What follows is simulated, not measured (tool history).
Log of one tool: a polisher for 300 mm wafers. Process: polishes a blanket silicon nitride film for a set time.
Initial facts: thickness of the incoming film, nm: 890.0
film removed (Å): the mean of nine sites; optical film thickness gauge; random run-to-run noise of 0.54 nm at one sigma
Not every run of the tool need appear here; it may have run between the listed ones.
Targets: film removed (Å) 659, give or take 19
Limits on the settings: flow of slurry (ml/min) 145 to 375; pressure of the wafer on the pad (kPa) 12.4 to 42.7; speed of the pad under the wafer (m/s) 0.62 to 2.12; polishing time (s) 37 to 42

run	hour	flow of slurry (ml/min)	pressure of the wafer on the pad (kPa)	speed of the pad under the wafer (m/s)	polishing time (s)	film removed (Å)
1	0	240	27.6	1.36	42	1218
2	3.9	240	25.5	1.34	42	1116
3	6.8	240	20	1.34	42	910.85
4	10.2	285	20	1.34	42	913.16
5	15.5	285	19.3	1.32	42	885.18
6	23.7	285	18.6	1.3	42	838.91
7	32.4	285	17.9	1.3	42	824.38
8	40.5	285	17.2	1.3	42	792.26
9	41.9	285	16.5	1.3	42	769.92
10	50.8	285	15.9	1.3	42	731.25
11	52.1	280	15.9	1.3	42	738.86
12	57.9	275	15.9	1.3	42	733.82
13	64.4	250	13.1	1.3	42	629.93
14	65	255	13.1	1.3	42	626.42
15	66.8	260	13.1	1.3	42	625.99
16	70.9	265	13.1	1.3	42	630.97
17	75.2	270	13.1	1.3	42	629.95
18	79.7	275	13.1	1.3	42	633.27
19	86.6	280	13.1	1.3	42	627.91

5 candidate next runs follow, results not yet known. Just one meets every target within its allowed miss. Identify it.
A	93.5	265	15.2	1.24	40	?
B	93.5	270	16.5	1.18	41	?
C	93.5	305	15.9	1.24	42	?
D	93.5	255	12.4	1.36	39	?
E	93.5	375	14.5	1.06	40	?

move	film removed (Å)
A	653.59
B	698.11
C	721.94
D	574.35
E	586.43
A: meets every target
B: takes the result that was furthest off past its target
C: takes the result that was furthest off past its target
D: moves away from the targets compared with the last run
E: moves away from the targets compared with the last run
A is the move that brings every result within its allowed miss.

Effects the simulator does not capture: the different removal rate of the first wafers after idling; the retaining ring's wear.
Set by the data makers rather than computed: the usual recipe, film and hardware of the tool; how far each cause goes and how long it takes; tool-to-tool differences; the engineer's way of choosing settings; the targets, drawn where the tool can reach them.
